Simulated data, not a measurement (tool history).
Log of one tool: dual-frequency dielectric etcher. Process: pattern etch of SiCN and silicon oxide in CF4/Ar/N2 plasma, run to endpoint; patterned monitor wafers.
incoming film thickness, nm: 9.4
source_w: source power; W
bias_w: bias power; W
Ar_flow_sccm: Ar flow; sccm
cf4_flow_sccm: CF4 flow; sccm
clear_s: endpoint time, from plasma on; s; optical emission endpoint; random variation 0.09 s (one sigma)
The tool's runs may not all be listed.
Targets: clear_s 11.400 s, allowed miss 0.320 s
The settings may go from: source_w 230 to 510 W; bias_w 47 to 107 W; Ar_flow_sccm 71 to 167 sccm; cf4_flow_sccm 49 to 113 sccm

{"run": 1, "day": 0.0, "source_w": 370, "bias_w": 77, "Ar_flow_sccm": 119, "cf4_flow_sccm": 81, "clear_s": 13.194}
{"run": 2, "day": 0.271, "source_w": 330, "bias_w": 77, "Ar_flow_sccm": 119, "cf4_flow_sccm": 81, "clear_s": 14.738}
{"run": 3, "day": 0.596, "source_w": 330, "bias_w": 77, "Ar_flow_sccm": 137, "cf4_flow_sccm": 81, "clear_s": 14.773}
{"run": 4, "day": 0.783, "source_w": 330, "bias_w": 77, "Ar_flow_sccm": 123, "cf4_flow_sccm": 81, "clear_s": 14.662}
{"run": 5, "day": 1.046, "source_w": 360, "bias_w": 77, "Ar_flow_sccm": 123, "cf4_flow_sccm": 81, "clear_s": 13.622}
{"run": 6, "day": 1.129, "source_w": 310, "bias_w": 77, "Ar_flow_sccm": 123, "cf4_flow_sccm": 81, "clear_s": 15.421}
{"run": 7, "day": 1.183, "source_w": 320, "bias_w": 77, "Ar_flow_sccm": 123, "cf4_flow_sccm": 81, "clear_s": 15.102}
{"run": 8, "day": 1.271, "source_w": 320, "bias_w": 77, "Ar_flow_sccm": 123, "cf4_flow_sccm": 81, "clear_s": 15.008}
{"day": 1.354, "done": "source power generator calibrated"}
{"run": 9, "day": 1.354, "source_w": 330, "bias_w": 77, "Ar_flow_sccm": 123, "cf4_flow_sccm": 81, "clear_s": 15.03}
{"run": 10, "day": 1.425, "source_w": 400, "bias_w": 84, "Ar_flow_sccm": 120, "cf4_flow_sccm": 82, "clear_s": 12.196}
{"run": 11, "day": 1.592, "source_w": 420, "bias_w": 85, "Ar_flow_sccm": 120, "cf4_flow_sccm": 82, "clear_s": 11.815}

Which of these 4 next moves meets every target?
{"run": "A", "day": 1.758, "source_w": 390, "bias_w": 90, "Ar_flow_sccm": 103, "cf4_flow_sccm": 70, "clear_s": "?"}
{"run": "B", "day": 1.758, "source_w": 440, "bias_w": 79, "Ar_flow_sccm": 132, "cf4_flow_sccm": 79, "clear_s": "?"}
{"run": "C", "day": 1.758, "source_w": 400, "bias_w": 85, "Ar_flow_sccm": 116, "cf4_flow_sccm": 84, "clear_s": "?"}
{"run": "D", "day": 1.758, "source_w": 450, "bias_w": 77, "Ar_flow_sccm": 138, "cf4_flow_sccm": 99, "clear_s": "?"}

move=A clear_s=12.441
move=B clear_s=11.855
move=C clear_s=12.281
move=D clear_s=11.423
A: further off than the last run
B: further off than the last run
C: further off than the last run
D: meets every target
The right move is D.
